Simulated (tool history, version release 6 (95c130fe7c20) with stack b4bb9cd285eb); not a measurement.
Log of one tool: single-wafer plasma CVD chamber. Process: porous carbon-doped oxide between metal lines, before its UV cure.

| run | hour | heater temperature setpoint (K) | RF power (W) | deposition time (s) | mean film thickness on the monitor wafer (angstrom) |
|---|---|---|---|---|---|
| 1 | 0.0 | 568.15 | 660 | 27.2 | 1826.2 |
| 2 | 6.1 | 575.15 | 660 | 27.2 | 1762.9 |
| 3 | 14.9 | 586.15 | 660 | 27.2 | 1666.6 |
| 4 | 21.5 | 586.15 | 660 | 25.9 | 1586.2 |
| 5 | 27.0 | 586.15 | 660 | 27.2 | 1672.5 |
| 6 | 35.1 | 587.15 | 640 | 27.1 | 1626.7 |
| 7 | 36.9 | 588.15 | 625 | 27.0 | 1587.0 |
| 8 | 43.8 | 589.15 | 610 | 27.0 | 1555.6 |

Forecast run 9:
| 9 | 46.1 | 589.15 | 600 | 27.0 | ? |

mean film thickness on the monitor wafer (angstrom): 1537.5
